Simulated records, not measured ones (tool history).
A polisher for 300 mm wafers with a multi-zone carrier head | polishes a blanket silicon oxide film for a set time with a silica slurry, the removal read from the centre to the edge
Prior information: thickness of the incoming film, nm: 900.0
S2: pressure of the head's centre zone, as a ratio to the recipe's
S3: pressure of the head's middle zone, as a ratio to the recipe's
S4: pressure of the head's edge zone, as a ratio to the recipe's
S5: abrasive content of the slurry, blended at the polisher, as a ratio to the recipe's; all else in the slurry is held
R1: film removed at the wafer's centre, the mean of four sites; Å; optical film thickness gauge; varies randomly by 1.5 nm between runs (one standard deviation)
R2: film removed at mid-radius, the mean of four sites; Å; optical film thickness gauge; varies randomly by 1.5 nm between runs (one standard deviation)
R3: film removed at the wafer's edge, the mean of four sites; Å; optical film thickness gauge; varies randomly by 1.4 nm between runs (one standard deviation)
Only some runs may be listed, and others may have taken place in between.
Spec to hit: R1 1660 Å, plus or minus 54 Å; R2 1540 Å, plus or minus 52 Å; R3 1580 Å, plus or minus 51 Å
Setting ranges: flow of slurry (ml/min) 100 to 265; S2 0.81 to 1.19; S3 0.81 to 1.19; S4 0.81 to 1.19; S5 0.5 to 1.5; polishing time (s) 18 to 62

run 1 hour=0 | flow_of_slurry_(ml/min)=170 S2=1 S3=1 S4=1 S5=1 polishing_time_(s)=40 | R1=1103.6 R2=1147.8 R3=1131.1
run 2 hour=7.7 | flow_of_slurry_(ml/min)=185 S2=1 S3=1 S4=1 S5=1 polishing_time_(s)=40 | R1=1133.2 R2=1159.1 R3=1119.9
run 3 hour=10.9 | flow_of_slurry_(ml/min)=175 S2=1.03 S3=1.01 S4=1.03 S5=1.1 polishing_time_(s)=41 | R1=1225.3 R2=1257.2 R3=1213
run 4 hour=14.1 | flow_of_slurry_(ml/min)=175 S2=1.03 S3=1.01 S4=0.97 S5=1.1 polishing_time_(s)=41 | R1=1202.1 R2=1232.4 R3=1153.4
run 5 hour=18.2 | flow_of_slurry_(ml/min)=175 S2=1.06 S3=1.01 S4=0.97 S5=1.1 polishing_time_(s)=41 | R1=1236 R2=1238.3 R3=1184.9
run 6 hour=19.8 | flow_of_slurry_(ml/min)=175 S2=1.06 S3=1.01 S4=0.9 S5=1.1 polishing_time_(s)=41 | R1=1272.6 R2=1260.1 R3=1149.6
run 7 hour=20.6 | flow_of_slurry_(ml/min)=225 S2=1.16 S3=1.03 S4=1 S5=1.35 polishing_time_(s)=42 | R1=1566.9 R2=1452.5 R3=1343.5
run 8 hour=29 | flow_of_slurry_(ml/min)=225 S2=1.15 S3=1.02 S4=1.03 S5=1.4 polishing_time_(s)=42 | R1=1591.4 R2=1428.2 R3=1371.7
run 9 hour=32.6 | flow_of_slurry_(ml/min)=225 S2=1.15 S3=1.02 S4=1.03 S5=1.4 polishing_time_(s)=42 | R1=1597 R2=1435.2 R3=1385.2
run 10 hour=38.8 | flow_of_slurry_(ml/min)=225 S2=1.14 S3=1.03 S4=1.06 S5=1.4 polishing_time_(s)=42 | R1=1551.7 R2=1455 R3=1405.6
run 11 hour=43.1 | flow_of_slurry_(ml/min)=225 S2=1.14 S3=1.03 S4=1.08 S5=1.4 polishing_time_(s)=42 | R1=1561.6 R2=1464.1 R3=1402.3
run 12 hour=45.1 | flow_of_slurry_(ml/min)=225 S2=1.13 S3=1.02 S4=1.09 S5=1.4 polishing_time_(s)=43 | R1=1609.9 R2=1502.5 R3=1450.5
run 13 hour=49.3 | flow_of_slurry_(ml/min)=225 S2=1.12 S3=1.01 S4=1.11 S5=1.4 polishing_time_(s)=43 | R1=1564.3 R2=1510.7 R3=1476.8
run 14 hour=51.3 | flow_of_slurry_(ml/min)=225 S2=1.12 S3=1.01 S4=1.11 S5=1.4 polishing_time_(s)=43 | R1=1582.3 R2=1493.6 R3=1464.3
run 15 hour=60.1 | flow_of_slurry_(ml/min)=225 S2=1.12 S3=1.01 S4=1.11 S5=1.4 polishing_time_(s)=43 | R1=1569.5 R2=1450.8 R3=1466.3
run 16 hour=62.4 | flow_of_slurry_(ml/min)=225 S2=1.12 S3=1.01 S4=1.12 S5=1.4 polishing_time_(s)=43 | R1=1558 R2=1458.2 R3=1487
run 17 hour=65.9 | flow_of_slurry_(ml/min)=230 S2=1.13 S3=1.01 S4=1.13 S5=1.4 polishing_time_(s)=43 | R1=1614.2 R2=1494.5 R3=1486.9
run 18 hour=66.7 | flow_of_slurry_(ml/min)=235 S2=1.13 S3=1.01 S4=1.14 S5=1.4 polishing_time_(s)=43 | R1=1596.8 R2=1479.2 R3=1504.7

Exercise: of the 4 proposed moves below, exactly one satisfies all targets within the stated allowed misses. Which move is it?
run A hour=67.5 | flow_of_slurry_(ml/min)=265 S2=0.97 S3=0.83 S4=1.19 S5=1.2 polishing_time_(s)=48 | R1=? R2=? R3=?
run B hour=67.5 | flow_of_slurry_(ml/min)=225 S2=1.12 S3=1 S4=1.17 S5=1.5 polishing_time_(s)=44 | R1=? R2=? R3=?
run C hour=67.5 | flow_of_slurry_(ml/min)=225 S2=1.18 S3=1.11 S4=1.1 S5=1.3 polishing_time_(s)=42 | R1=? R2=? R3=?
run D hour=67.5 | flow_of_slurry_(ml/min)=230 S2=1.08 S3=1.11 S4=1.08 S5=1.5 polishing_time_(s)=40 | R1=? R2=? R3=?

move=A R1=1455.1 R2=1373.4 R3=1626.4
move=B R1=1640.6 R2=1541.8 R3=1579
move=C R1=1569.4 R2=1516.7 R3=1389.7
move=D R1=1442.9 R2=1525 R3=1383.9
A: meets the target for the result that was furthest off, but another lies outside its allowed miss
B: meets every target
C: moves away from the targets compared with the last run
D: moves away from the targets compared with the last run
The move that meets every target is B.
